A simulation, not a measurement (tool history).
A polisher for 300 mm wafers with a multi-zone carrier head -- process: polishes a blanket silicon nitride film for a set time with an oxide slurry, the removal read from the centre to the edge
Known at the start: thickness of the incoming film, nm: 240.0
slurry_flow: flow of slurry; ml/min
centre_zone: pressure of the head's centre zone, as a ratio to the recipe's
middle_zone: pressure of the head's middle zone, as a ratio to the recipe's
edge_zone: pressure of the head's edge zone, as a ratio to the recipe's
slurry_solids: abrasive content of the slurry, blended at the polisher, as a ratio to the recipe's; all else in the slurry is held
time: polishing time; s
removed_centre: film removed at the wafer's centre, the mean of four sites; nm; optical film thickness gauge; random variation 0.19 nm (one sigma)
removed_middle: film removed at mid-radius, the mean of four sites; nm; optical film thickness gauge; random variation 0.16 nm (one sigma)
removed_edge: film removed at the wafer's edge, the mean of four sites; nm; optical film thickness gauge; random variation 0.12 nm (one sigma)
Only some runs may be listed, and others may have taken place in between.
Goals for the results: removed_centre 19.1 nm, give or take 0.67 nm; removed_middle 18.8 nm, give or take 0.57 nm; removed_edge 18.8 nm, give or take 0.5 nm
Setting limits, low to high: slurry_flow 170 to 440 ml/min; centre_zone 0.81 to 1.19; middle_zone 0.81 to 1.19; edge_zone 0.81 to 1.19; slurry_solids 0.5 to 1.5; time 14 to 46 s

run	hour	slurry_flow	centre_zone	middle_zone	edge_zone	slurry_solids	time	removed_centre	removed_middle	removed_edge
1	0	280	1	1	1	1	30	21.23	21.478	21.707
2	4.9	280	1	1.06	1	1	30	21.303	22.896	21.315
3	12.8	280	0.94	1.06	1	1	30	19.937	22.269	21.252
4	16.6	280	0.89	1.06	1	1	30	18.997	22.853	21.327
5	22.1	280	0.89	1.06	1	1	25	15.667	18.828	17.69
6	30.6	280	0.81	1.06	1	1	25	14.225	18.935	17.812
7	33.9	290	0.86	1.05	1.01	1	25	15.445	18.719	17.719
8	40.5	300	0.88	1.04	1.02	1	25	15.778	18.574	18.139

Exactly one of the 4 candidate moves below puts every result within its allowed miss. Which one?
A	47.1	330	0.98	1.03	1.07	1	27	?	?	?
B	47.1	235	0.87	0.99	0.96	0.9	31	?	?	?
C	47.1	280	0.95	0.88	1.15	1	27	?	?	?
D	47.1	285	1.01	1	0.97	0.9	28	?	?	?

move	removed_centre	removed_middle	removed_edge
A	19.29	20.089	19.706
B	17.747	20.257	19.922
C	18.339	17.323	20.054
D	19.115	18.866	18.373
A: brings the result that was furthest off to its target, and leaves another outside
B: closes in on the targets versus the last run, not all within tolerance yet
C: closes in on the targets versus the last run, not all within tolerance yet
D: all results in spec
Move D is the one to make.

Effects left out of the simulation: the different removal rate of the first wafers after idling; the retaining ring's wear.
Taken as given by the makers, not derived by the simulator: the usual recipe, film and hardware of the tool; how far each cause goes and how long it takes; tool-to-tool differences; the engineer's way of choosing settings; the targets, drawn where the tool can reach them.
